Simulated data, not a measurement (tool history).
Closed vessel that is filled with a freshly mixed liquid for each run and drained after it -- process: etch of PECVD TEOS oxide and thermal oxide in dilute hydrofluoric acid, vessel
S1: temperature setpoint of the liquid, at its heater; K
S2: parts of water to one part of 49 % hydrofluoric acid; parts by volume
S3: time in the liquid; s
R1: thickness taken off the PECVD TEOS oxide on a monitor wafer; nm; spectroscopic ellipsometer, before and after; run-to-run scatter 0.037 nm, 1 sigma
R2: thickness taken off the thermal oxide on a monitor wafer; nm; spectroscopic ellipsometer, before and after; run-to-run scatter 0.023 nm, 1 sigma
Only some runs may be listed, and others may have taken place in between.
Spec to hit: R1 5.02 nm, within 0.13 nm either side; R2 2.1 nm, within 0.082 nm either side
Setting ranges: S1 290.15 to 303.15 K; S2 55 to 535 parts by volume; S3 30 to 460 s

run  hour      S1   S2   S3      R1      R2
  1     0  295.15  295  235  6.8657  2.8502
  2   9.2  294.15  300  235   6.447  2.6747
  3  16.8  294.15  200  235  10.602   4.368
  4  18.9  293.15  225  235  8.7892  3.7534
  5  26.7  293.15  135  235  15.994  6.7109
  6  34.2  293.15  175  235   11.91  4.9072
  7  35.4  292.65  200  235  9.9424  4.2449
  8    37  292.65  225  235  8.7549  3.6937
  9  38.5  292.15  240  235  7.8626  3.3147
 10  45.9  290.15  335  235  4.8272  2.0384

Which single option among these 5 for the next run brings every result within its allowed miss of target? Just one does.
  A  53.3  290.15  370  260   ?   ?
  B  53.3  290.15  290  205   ?   ?
  C  53.3  290.15  270  200   ?   ?
  D  53.3  290.15  255  190   ?   ?
  E  53.3  303.15  465  225   ?   ?

move      R1      R2
   A   4.785  1.9746
   B  5.1252   2.115
   C  5.4588  2.2527
   D  5.5595  2.2942
   E  4.6824  1.9323
A: misses by more than the last run did
B: in spec on every target
C: moves the result that the last run missed by most past its target, out the other side
D: moves the result that the last run missed by most past its target, out the other side
E: misses by more than the last run did
The move that meets every target is B.
